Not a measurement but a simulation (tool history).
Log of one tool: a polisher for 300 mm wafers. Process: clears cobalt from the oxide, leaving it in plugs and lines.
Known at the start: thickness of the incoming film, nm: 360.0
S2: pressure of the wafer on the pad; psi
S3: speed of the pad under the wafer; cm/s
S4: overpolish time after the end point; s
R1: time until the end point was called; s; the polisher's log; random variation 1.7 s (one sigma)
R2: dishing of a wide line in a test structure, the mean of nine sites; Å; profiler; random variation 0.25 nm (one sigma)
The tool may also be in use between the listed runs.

Run 1, hour 0.0: flow of slurry (ml/min) 195, S2 1.3 psi, S3 110 cm/s, S4 11 s. Result: R1 114.73 s, R2 296.90 Å.
Run 2, hour 2.8: flow of slurry (ml/min) 195, S2 1.3 psi, S3 88 cm/s, S4 11 s. Result: R1 141.03 s, R2 249.60 Å.
Run 3, hour 3.8: flow of slurry (ml/min) 200, S2 1.3 psi, S3 88 cm/s, S4 11 s. Result: R1 141.47 s, R2 248.38 Å.
Run 4, hour 9.5: flow of slurry (ml/min) 205, S2 1.3 psi, S3 88 cm/s, S4 10 s. Result: R1 140.74 s, R2 233.97 Å.
Run 5, hour 15.4: flow of slurry (ml/min) 205, S2 1.3 psi, S3 110 cm/s, S4 10 s. Result: R1 114.89 s, R2 275.05 Å.
Run 6, hour 16.6: flow of slurry (ml/min) 185, S2 1.3 psi, S3 110 cm/s, S4 10 s. Result: R1 117.69 s, R2 269.29 Å.

Forecast run 7:
At hour 24.2: slurry nozzle cleaned.
Run 7, hour 24.2: flow of slurry (ml/min) 180, S2 1.3 psi, S3 110 cm/s, S4 10 s. Result: R1 ?, R2 ?.

R1: 108.83 s
R2: 282.75 Å

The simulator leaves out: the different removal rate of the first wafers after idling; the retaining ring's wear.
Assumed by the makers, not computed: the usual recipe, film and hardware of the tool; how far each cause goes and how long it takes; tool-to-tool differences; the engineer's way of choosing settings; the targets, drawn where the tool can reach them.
